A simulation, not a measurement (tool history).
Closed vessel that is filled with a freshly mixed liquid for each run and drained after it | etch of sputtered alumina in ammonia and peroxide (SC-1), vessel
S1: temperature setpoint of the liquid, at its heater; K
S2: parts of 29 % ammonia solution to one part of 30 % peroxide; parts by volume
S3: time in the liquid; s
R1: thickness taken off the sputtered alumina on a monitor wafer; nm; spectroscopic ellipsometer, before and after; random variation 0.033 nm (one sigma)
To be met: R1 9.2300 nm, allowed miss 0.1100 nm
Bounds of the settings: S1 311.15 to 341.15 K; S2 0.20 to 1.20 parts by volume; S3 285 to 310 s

{"run": 1, "hour": 0.0, "S1": 325.15, "S2": 0.9, "S3": 285, "R1": 15.026}
{"run": 2, "hour": 5.6, "S1": 323.15, "S2": 0.9, "S3": 285, "R1": 13.536}
{"run": 3, "hour": 8.9, "S1": 321.65, "S2": 0.9, "S3": 285, "R1": 12.396}
{"run": 4, "hour": 11.0, "S1": 321.65, "S2": 0.9, "S3": 310, "R1": 13.513}
{"run": 5, "hour": 16.0, "S1": 321.65, "S2": 0.9, "S3": 310, "R1": 13.371}
{"run": 6, "hour": 21.1, "S1": 324.65, "S2": 0.9, "S3": 310, "R1": 15.836}
{"run": 7, "hour": 29.8, "S1": 322.15, "S2": 0.9, "S3": 310, "R1": 13.84}
{"run": 8, "hour": 35.1, "S1": 320.65, "S2": 0.9, "S3": 310, "R1": 12.677}
{"run": 9, "hour": 39.6, "S1": 319.15, "S2": 0.9, "S3": 310, "R1": 11.787}
{"run": 10, "hour": 44.3, "S1": 318.15, "S2": 0.9, "S3": 310, "R1": 11.058}
{"run": 11, "hour": 48.0, "S1": 318.15, "S2": 0.9, "S3": 310, "R1": 11.119}
{"run": 12, "hour": 55.8, "S1": 317.15, "S2": 0.9, "S3": 310, "R1": 10.436}
{"run": 13, "hour": 63.5, "S1": 316.65, "S2": 0.9, "S3": 310, "R1": 10.165}

5 next moves are on the table. One of them brings every result within its allowed miss. Which?
{"run": "A", "hour": 71.2, "S1": 316.15, "S2": 0.75, "S3": 295, "R1": "?"}
{"run": "B", "hour": 71.2, "S1": 315.65, "S2": 0.85, "S3": 285, "R1": "?"}
{"run": "C", "hour": 71.2, "S1": 314.65, "S2": 0.85, "S3": 310, "R1": "?"}
{"run": "D", "hour": 71.2, "S1": 316.15, "S2": 0.95, "S3": 295, "R1": "?"}
{"run": "E", "hour": 71.2, "S1": 320.15, "S2": 0.85, "S3": 285, "R1": "?"}

move=A R1=9.2062
move=B R1=8.7443
move=C R1=8.9742
move=D R1=9.4159
move=E R1=11.3020
A: meets every target
B: takes the result that was furthest off past its target
C: takes the result that was furthest off past its target
D: nearer than the last run, and not there yet
E: further off than the last run
Move A is the one to make.

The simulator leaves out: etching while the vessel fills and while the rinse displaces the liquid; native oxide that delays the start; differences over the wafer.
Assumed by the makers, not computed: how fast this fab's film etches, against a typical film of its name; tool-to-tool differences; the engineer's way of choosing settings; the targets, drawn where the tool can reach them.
